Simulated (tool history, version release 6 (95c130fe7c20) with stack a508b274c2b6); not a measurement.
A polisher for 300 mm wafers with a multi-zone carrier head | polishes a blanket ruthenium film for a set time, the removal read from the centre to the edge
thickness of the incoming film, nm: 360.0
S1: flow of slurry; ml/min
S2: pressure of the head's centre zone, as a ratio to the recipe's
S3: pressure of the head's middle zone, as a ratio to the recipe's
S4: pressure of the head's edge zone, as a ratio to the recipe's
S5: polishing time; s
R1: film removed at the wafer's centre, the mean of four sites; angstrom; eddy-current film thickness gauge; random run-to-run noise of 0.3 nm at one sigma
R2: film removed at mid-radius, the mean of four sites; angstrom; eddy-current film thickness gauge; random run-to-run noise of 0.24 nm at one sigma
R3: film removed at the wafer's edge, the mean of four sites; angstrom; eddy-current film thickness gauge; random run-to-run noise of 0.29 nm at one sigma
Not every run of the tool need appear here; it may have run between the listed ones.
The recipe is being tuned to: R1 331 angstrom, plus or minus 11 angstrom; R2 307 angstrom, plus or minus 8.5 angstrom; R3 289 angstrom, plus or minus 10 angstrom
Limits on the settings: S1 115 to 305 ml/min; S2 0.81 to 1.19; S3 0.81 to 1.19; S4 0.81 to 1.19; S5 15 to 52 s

run,hour,S1,S2,S3,S4,S5,R1,R2,R3
1,0,195,1,1,1,33,273.12,261.95,260.53
2,2.8,195,1,1,1,36,295.43,292.19,286.22
3,8.9,165,1,1,1,36,285.3,285.57,279.02
4,15.3,145,1,1,1,36,283.1,276.73,272.9
5,19.7,165,1.02,1.01,0.99,36,295.11,283.88,275.06
6,23.5,180,1.03,1.02,0.99,36,300.89,290.25,278.52
7,26.4,190,1.04,1.02,0.99,36,307.73,290.71,279.48
8,27.8,200,1.05,1.03,0.99,36,312.36,295.5,281.56
9,33.5,210,1.06,1.03,0.99,36,319.68,298.07,285
10,36.6,215,1.06,1.03,0.99,36,316.73,295.09,284.13

Of the 5 settings listed for the next run, only one would bring every result within its allowed miss of target. Which one?
A,39.7,220,1.18,1,0.96,35,?,?,?
B,39.7,260,1.03,0.98,0.89,38,?,?,?
C,39.7,250,1.07,0.95,1.01,36,?,?,?
D,39.7,225,1.07,0.99,0.99,36,?,?,?
E,39.7,170,1.12,0.97,1.03,35,?,?,?

move,R1,R2,R3
A,347.09,283.29,274.66
B,335.52,308.41,292.08
C,328.7,283.35,292.86
D,324.46,289.86,287.3
E,316.89,266.86,277.14
A: moves away from the targets compared with the last run
B: each result inside its tolerance
C: moves away from the targets compared with the last run
D: moves away from the targets compared with the last run
E: moves away from the targets compared with the last run
Correct choice: B, which meets every target
